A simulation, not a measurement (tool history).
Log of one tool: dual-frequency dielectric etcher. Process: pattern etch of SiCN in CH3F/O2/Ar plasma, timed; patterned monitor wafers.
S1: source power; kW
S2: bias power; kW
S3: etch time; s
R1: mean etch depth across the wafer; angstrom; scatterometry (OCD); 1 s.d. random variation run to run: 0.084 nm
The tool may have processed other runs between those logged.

Run 1, hour 0: S1 0.31 kW, S2 0.099 kW, S3 75 s. Result: R1 270.34 angstrom.
Run 2, hour 8.5: S1 0.35 kW, S2 0.1 kW, S3 75 s. Result: R1 284.94 angstrom.
Run 3, hour 14.4: S1 0.38 kW, S2 0.101 kW, S3 75 s. Result: R1 295.66 angstrom.
Run 4, hour 23: S1 0.38 kW, S2 0.108 kW, S3 75 s. Result: R1 300.33 angstrom.
Run 5, hour 25.2: S1 0.34 kW, S2 0.108 kW, S3 75 s. Result: R1 287.85 angstrom.
Run 6, hour 33.9: S1 0.37 kW, S2 0.109 kW, S3 75 s. Result: R1 298.27 angstrom.
Run 7, hour 36.9: S1 0.39 kW, S2 0.109 kW, S3 75 s. Result: R1 305.94 angstrom.

Run 8, settings as shown, results not yet in. Your forecast:
Run 8, hour 42: S1 0.4 kW, S2 0.109 kW, S3 75 s. Result: R1 ?.

{"run 8": {"R1": 308.48}}
